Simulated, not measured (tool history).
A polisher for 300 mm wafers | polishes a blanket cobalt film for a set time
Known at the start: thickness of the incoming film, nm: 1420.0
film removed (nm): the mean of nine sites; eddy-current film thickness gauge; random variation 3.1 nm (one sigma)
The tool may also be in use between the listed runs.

run,hour,flow of slurry (ml/min),pressure of the wafer on the pad (psi),speed of the pad under the wafer (cm/s),polishing time (s),film removed (nm)
1,0.0,280,2.5,124,22,153.33
2,6.3,245,2.5,124,22,150.60
3,12.8,245,2.5,124,22,148.47
4,14.0,245,2.5,136,22,169.39
5,18.0,245,2.7,136,22,177.22
6,25.9,245,2.7,136,22,175.50
7,31.6,245,2.7,136,22,176.96
8,39.3,245,2.8,136,22,177.77
9,44.3,245,3.0,138,22,192.62

The next listed run, before its measurement:
10,44.9,245,3.0,138,22,?

{"run 10": {"film removed (nm)": 192.6}}
